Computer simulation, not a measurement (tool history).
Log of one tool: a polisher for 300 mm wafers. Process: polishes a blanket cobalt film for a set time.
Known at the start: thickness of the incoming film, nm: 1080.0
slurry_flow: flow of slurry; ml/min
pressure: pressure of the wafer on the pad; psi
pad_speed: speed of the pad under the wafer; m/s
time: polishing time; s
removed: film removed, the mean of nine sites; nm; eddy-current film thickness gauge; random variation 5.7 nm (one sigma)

Run 1, hour 0.0: slurry_flow 210 ml/min, pressure 2.4 psi, pad_speed 1.24 m/s, time 64 s. Result: removed 503.81 nm.
Run 2, hour 7.6: slurry_flow 210 ml/min, pressure 2.5 psi, pad_speed 1.24 m/s, time 64 s. Result: removed 541.25 nm.
Run 3, hour 14.7: slurry_flow 210 ml/min, pressure 2.6 psi, pad_speed 1.24 m/s, time 64 s. Result: removed 556.28 nm.
Run 4, hour 21.2: slurry_flow 210 ml/min, pressure 2.6 psi, pad_speed 1.24 m/s, time 68 s. Result: removed 585.69 nm.
Run 5, hour 21.9: slurry_flow 220 ml/min, pressure 2.7 psi, pad_speed 1.24 m/s, time 68 s. Result: removed 611.07 nm.
Run 6, hour 23.3: slurry_flow 190 ml/min, pressure 2.7 psi, pad_speed 1.24 m/s, time 68 s. Result: removed 600.04 nm.
Run 7, hour 31.8: slurry_flow 195 ml/min, pressure 2.7 psi, pad_speed 1.24 m/s, time 68 s. Result: removed 603.67 nm.
Run 8, hour 40.8: slurry_flow 200 ml/min, pressure 2.7 psi, pad_speed 1.24 m/s, time 68 s. Result: removed 605.75 nm.
Run 9, hour 49.0: slurry_flow 205 ml/min, pressure 2.7 psi, pad_speed 1.24 m/s, time 68 s. Result: removed 611.02 nm.
Run 10, hour 51.1: slurry_flow 210 ml/min, pressure 2.7 psi, pad_speed 1.24 m/s, time 68 s. Result: removed 612.15 nm.

Run 11 comes next. What will it give?
Run 11, hour 56.1: slurry_flow 215 ml/min, pressure 2.7 psi, pad_speed 1.24 m/s, time 68 s. Result: removed ?.

{"run 11": {"removed": 600.85}}
